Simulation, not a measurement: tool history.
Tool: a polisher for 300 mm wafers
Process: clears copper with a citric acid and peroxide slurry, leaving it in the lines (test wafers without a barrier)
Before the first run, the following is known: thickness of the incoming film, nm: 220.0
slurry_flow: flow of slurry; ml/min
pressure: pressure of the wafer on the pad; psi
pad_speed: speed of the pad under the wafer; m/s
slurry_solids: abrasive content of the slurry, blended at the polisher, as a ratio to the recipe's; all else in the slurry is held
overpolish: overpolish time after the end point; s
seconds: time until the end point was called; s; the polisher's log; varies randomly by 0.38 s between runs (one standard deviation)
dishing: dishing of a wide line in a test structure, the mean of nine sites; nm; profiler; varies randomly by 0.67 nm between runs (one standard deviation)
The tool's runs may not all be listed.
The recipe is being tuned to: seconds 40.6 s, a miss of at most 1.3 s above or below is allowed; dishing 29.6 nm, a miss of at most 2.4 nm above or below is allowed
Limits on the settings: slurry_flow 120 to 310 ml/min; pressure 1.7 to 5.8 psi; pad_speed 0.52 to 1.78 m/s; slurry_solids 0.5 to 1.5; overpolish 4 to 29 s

run,hour,slurry_flow,pressure,pad_speed,slurry_solids,overpolish,seconds,dishing
1,0,200,3.7,1.14,1,15,69.681,30.709
2,4.9,200,3.7,1.14,0.85,15,72.435,30.695
3,10.9,170,3.7,1.14,0.85,15,74.191,31.35
4,15.8,170,3.7,1.34,0.85,15,63.964,34.846
5,19.1,190,4.2,1.34,0.9,12,55.274,33.081
6,23.1,205,4.5,1.34,0.95,10,50.604,29.296
7,25.9,215,4.8,1.34,0.95,9,47.703,28.236
8,28.8,220,5,1.34,0.95,9,45.546,29.157
9,32,225,5.2,1.34,0.95,9,44.885,30.62
10,34.8,225,5.4,1.34,0.95,8,42.54,28.013
11,36.6,225,5.5,1.34,0.95,8,42.419,28.076

Exercise: of the 5 proposed moves below, exactly one satisfies all targets within the stated allowed misses. Which move is it?
A,38.4,245,5.4,1.4,0.95,8,?,?
B,38.4,210,5.8,1.44,1.05,6,?,?
C,38.4,225,5.8,1.52,0.85,7,?,?
D,38.4,225,5.8,1.46,1,6,?,?
E,38.4,250,5.7,1.44,1.1,7,?,?

move,seconds,dishing
A,40.904,29.514
B,37.277,24.777
C,36.734,28.879
D,36.846,25.042
E,36.642,28.934
A: every result lands within tolerance
B: takes the biggest miss from the last run beyond its target
C: takes the biggest miss from the last run beyond its target
D: takes the biggest miss from the last run beyond its target
E: takes the biggest miss from the last run beyond its target
A meets every target.
